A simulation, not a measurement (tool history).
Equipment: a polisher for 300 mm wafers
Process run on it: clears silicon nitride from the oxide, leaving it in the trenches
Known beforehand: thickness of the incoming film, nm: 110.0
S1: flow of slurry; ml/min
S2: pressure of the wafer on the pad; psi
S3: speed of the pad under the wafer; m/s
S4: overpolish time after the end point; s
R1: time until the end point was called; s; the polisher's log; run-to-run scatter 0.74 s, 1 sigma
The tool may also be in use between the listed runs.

| run | hour | S1 | S2 | S3 | S4 | R1 |
|---|---|---|---|---|---|---|
| 1 | 0 | 220 | 3.1 | 1.08 | 8 | 85.901 |
| 2 | 8.2 | 220 | 3.1 | 1.22 | 8 | 76.277 |
| 3 | 11 | 220 | 3.1 | 1.02 | 8 | 90.851 |
| 4 | 11.9 | 170 | 3.1 | 1.02 | 8 | 95.43 |
| 5 | 15.1 | 170 | 3.1 | 1.26 | 8 | 76.227 |
| 6 | 19.1 | 170 | 2.3 | 1.26 | 8 | 101.82 |
| 7 | 24.2 | 170 | 3.2 | 1.32 | 8 | 71.149 |

Estimate the outcome of run 8 from the log above:
| 8 | 30.2 | 180 | 3.4 | 1.32 | 8 | ? |

{"run 8": {"R1": 67.617}}
